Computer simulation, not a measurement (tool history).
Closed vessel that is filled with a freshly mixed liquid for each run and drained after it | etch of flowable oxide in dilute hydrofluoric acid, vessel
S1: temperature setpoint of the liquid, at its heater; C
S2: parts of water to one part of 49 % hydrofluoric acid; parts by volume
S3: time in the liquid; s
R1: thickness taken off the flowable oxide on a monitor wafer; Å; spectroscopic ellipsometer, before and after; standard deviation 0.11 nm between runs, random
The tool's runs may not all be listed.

run,hour,S1,S2,S3,R1
1,0,25,90,95,341.85
2,8.7,25,90,95,339.04
3,16.4,23.5,90,95,320.5
4,22.9,23.5,90,105,352.3
5,27.5,25.5,90,105,384.02
6,35.9,29,90,105,440.76
7,38.5,25.5,100,105,339.22
8,42.9,23,105,105,291.24
9,51,19,115,105,225.54

The next listed run, before its measurement:
10,53.2,18.5,115,105,?

For run 10 the tool returned R1 221.12 Å.

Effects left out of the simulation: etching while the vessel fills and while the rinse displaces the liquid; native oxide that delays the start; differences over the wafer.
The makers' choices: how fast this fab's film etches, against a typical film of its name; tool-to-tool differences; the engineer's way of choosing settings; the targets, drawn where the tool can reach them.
